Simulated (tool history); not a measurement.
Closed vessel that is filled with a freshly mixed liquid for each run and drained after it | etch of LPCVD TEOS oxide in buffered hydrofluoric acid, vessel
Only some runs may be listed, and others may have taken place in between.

| run | day | temperature setpoint of the liquid (°C) | parts of 40 % ammonium fluoride to one part of 49 % hydrofluoric acid (parts by volume) | time in the liquid (s) | thickness taken off the LPCVD TEOS oxide on a monitor wafer (Å) |
|---|---|---|---|---|---|
| 1 | 0.000 | 21 | 21.0 | 35 | 759.92 |
| 2 | 0.188 | 21 | 21.0 | 35 | 759.41 |
| 3 | 0.371 | 24 | 21.0 | 35 | 887.96 |
| 4 | 0.462 | 25 | 20.0 | 35 | 985.82 |
| 5 | 0.679 | 23 | 20.0 | 35 | 893.80 |
| 6 | 0.858 | 24 | 19.5 | 35 | 959.81 |

Run 7 comes next. What will it give?
| 7 | 1.112 | 28 | 14.0 | 35 | ? |

For run 7 the tool returned thickness taken off the LPCVD TEOS oxide on a monitor wafer (Å) 1662.00.

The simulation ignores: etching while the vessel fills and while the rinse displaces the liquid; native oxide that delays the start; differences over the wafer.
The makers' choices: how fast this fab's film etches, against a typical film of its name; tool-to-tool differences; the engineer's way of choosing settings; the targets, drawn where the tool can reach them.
